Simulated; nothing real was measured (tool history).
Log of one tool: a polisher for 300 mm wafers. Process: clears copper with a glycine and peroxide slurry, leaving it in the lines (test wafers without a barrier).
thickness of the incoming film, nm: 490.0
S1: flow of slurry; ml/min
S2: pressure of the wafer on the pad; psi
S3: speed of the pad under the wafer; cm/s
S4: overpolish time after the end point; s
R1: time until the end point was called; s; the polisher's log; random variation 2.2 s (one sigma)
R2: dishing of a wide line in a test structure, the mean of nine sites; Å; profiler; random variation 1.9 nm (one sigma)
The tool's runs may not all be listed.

| run | day | S1 | S2 | S3 | S4 | R1 | R2 |
|---|---|---|---|---|---|---|---|
| 1 | 0.000 | 180 | 2.2 | 104 | 26 | 104.460 | 750.53 |
| 2 | 0.100 | 180 | 2.1 | 102 | 29 | 109.860 | 781.52 |
| 3 | 0.333 | 180 | 2.5 | 102 | 29 | 96.691 | 828.28 |
| 4 | 0.392 | 180 | 2.3 | 100 | 31 | 106.740 | 845.73 |
| 5 | 0.708 | 180 | 2.2 | 100 | 32 | 104.250 | 859.21 |
| 6 | 0.879 | 180 | 2.2 | 100 | 39 | 111.330 | 947.38 |
| 7 | 1.038 | 180 | 2.1 | 100 | 40 | 112.730 | 957.55 |
| 8 | 1.317 | 180 | 2.0 | 98 | 40 | 115.600 | 888.83 |
| 9 | 1.575 | 180 | 1.9 | 96 | 42 | 127.060 | 922.04 |

Run 10 comes next. What will it give?
| 10 | 1.617 | 180 | 1.9 | 96 | 42 | ? | ? |

Run 10 gave R1 123.720 s, R2 898.49 Å.

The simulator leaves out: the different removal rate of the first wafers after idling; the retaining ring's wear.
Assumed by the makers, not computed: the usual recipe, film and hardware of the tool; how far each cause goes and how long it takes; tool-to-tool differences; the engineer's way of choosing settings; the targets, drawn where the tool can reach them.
